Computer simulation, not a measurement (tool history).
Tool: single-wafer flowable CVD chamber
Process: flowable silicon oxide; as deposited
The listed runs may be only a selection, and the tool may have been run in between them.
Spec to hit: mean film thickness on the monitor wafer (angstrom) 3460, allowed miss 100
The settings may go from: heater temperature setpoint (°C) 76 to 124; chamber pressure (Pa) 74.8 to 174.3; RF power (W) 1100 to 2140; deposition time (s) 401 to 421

run,hour,heater temperature setpoint (°C),chamber pressure (Pa),RF power (W),deposition time (s),mean film thickness on the monitor wafer (angstrom)
1,0,100,124.5,1620,421,2649.7
2,8.6,97,124.7,1620,421,2871.9
3,17.2,97,106.8,1620,421,2474.3
4,25.4,94,107.1,1620,421,2715.6
5,31.9,92,107.2,1620,421,2879.4
6,36,92,107.2,1620,401,2735.3
7,42.2,90,107.3,1620,401,2906.5
8,46,88,107.5,1620,401,3089.2
9,51,87,107.6,1620,401,3169.2
10,52.7,86,107.6,1620,401,3266.2
11,57.3,85,107.6,1620,401,3349.8

Which of these 5 next moves meets every target?
A,61.9,76,78.7,1620,421,?
B,61.9,85,97.7,1615,421,?
C,61.9,87,115.5,1520,421,?
D,61.9,83,96.1,1645,408,?
E,61.9,89,107.7,1930,401,?

move,mean film thickness on the monitor wafer (angstrom)
A,3256.3
B,3188.8
C,3490.1
D,3223.8
E,3180.1
A: its largest miss is bigger than the last run's
B: its largest miss is bigger than the last run's
C: in spec on every target
D: its largest miss is bigger than the last run's
E: its largest miss is bigger than the last run's
C is the move that brings every result within its allowed miss.
